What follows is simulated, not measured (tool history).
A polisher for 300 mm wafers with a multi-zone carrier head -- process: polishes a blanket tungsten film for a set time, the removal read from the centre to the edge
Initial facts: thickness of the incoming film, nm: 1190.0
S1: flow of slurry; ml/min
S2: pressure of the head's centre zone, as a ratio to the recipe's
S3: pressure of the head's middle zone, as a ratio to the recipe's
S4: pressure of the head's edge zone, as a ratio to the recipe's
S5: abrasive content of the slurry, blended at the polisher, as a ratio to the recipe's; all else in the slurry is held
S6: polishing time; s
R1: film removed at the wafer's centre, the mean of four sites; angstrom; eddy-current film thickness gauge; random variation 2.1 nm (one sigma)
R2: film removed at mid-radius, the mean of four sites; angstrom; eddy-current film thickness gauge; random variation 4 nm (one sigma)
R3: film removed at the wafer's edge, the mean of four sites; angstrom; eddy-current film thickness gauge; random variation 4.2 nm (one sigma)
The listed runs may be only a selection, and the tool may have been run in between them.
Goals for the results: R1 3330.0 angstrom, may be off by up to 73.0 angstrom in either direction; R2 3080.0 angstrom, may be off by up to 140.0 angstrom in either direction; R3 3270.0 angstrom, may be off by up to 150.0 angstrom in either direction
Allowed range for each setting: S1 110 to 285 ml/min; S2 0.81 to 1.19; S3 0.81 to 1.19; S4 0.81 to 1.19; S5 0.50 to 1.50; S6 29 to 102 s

Run 1, hour 0.0: S1 180 ml/min, S2 1.00, S3 1.00, S4 1.00, S5 1.00, S6 65 s. Result: R1 3639.3 angstrom, R2 3684.3 angstrom, R3 3751.8 angstrom.
Run 2, hour 6.5: S1 165 ml/min, S2 1.00, S3 1.00, S4 1.00, S5 1.00, S6 65 s. Result: R1 3591.3 angstrom, R2 3591.7 angstrom, R3 3675.4 angstrom.
Run 3, hour 8.4: S1 165 ml/min, S2 1.00, S3 1.00, S4 1.00, S5 1.00, S6 53 s. Result: R1 2966.5 angstrom, R2 2997.7 angstrom, R3 2882.2 angstrom.
Run 4, hour 15.5: S1 185 ml/min, S2 1.00, S3 1.00, S4 1.00, S5 1.00, S6 53 s. Result: R1 3047.0 angstrom, R2 2931.1 angstrom, R3 3012.8 angstrom.
Run 5, hour 21.7: S1 190 ml/min, S2 1.00, S3 1.01, S4 1.00, S5 1.00, S6 53 s. Result: R1 3009.8 angstrom, R2 3043.6 angstrom, R3 2986.8 angstrom.
Run 6, hour 23.2: S1 190 ml/min, S2 1.08, S3 1.01, S4 1.00, S5 1.00, S6 53 s. Result: R1 3227.8 angstrom, R2 3033.6 angstrom, R3 2965.9 angstrom.
Run 7, hour 29.4: S1 195 ml/min, S2 1.08, S3 1.01, S4 1.01, S5 1.00, S6 53 s. Result: R1 3233.1 angstrom, R2 3014.1 angstrom, R3 3054.4 angstrom.
Run 8, hour 29.9: S1 200 ml/min, S2 1.08, S3 1.01, S4 1.01, S5 1.00, S6 53 s. Result: R1 3244.4 angstrom, R2 2988.9 angstrom, R3 2990.5 angstrom.
Run 9, hour 38.7: S1 200 ml/min, S2 1.08, S3 1.01, S4 1.02, S5 1.00, S6 53 s. Result: R1 3275.9 angstrom, R2 3056.7 angstrom, R3 3047.6 angstrom.
Run 10, hour 42.5: S1 200 ml/min, S2 1.08, S3 1.01, S4 1.03, S5 1.00, S6 53 s. Result: R1 3252.8 angstrom, R2 3091.4 angstrom, R3 3017.8 angstrom.
Run 11, hour 50.9: S1 205 ml/min, S2 1.07, S3 1.00, S4 1.03, S5 1.00, S6 53 s. Result: R1 3242.2 angstrom, R2 2988.7 angstrom, R3 2989.8 angstrom.
Run 12, hour 51.6: S1 205 ml/min, S2 1.06, S3 0.99, S4 1.03, S5 1.05, S6 53 s. Result: R1 3252.4 angstrom, R2 3060.3 angstrom, R3 3018.4 angstrom.

Consider the 4 candidate settings below. Which is the only one whose results all fall within their allowed miss of target?
Run A, hour 52.3: S1 215 ml/min, S2 0.93, S3 0.96, S4 1.05, S5 0.95, S6 58 s. Result: R1 ?, R2 ?, R3 ?.
Run B, hour 52.3: S1 185 ml/min, S2 1.02, S3 0.93, S4 1.03, S5 1.05, S6 57 s. Result: R1 ?, R2 ?, R3 ?.
Run C, hour 52.3: S1 240 ml/min, S2 0.91, S3 0.96, S4 0.95, S5 0.50, S6 65 s. Result: R1 ?, R2 ?, R3 ?.
Run D, hour 52.3: S1 280 ml/min, S2 1.06, S3 1.02, S4 0.85, S5 1.35, S6 49 s. Result: R1 ?, R2 ?, R3 ?.

move      R1      R2      R3
   A  3108.3  3173.8  3336.6
   B  3303.6  3037.5  3270.5
   C  3034.4  3153.1  3150.5
   D  3303.7  3152.8  2835.6
A: brings the result that was furthest off to its target, and leaves another outside
B: all results in spec
C: brings the result that was furthest off to its target, and leaves another outside
D: lands further from the targets than the last run did
So the answer is move B, the one that meets all the targets.
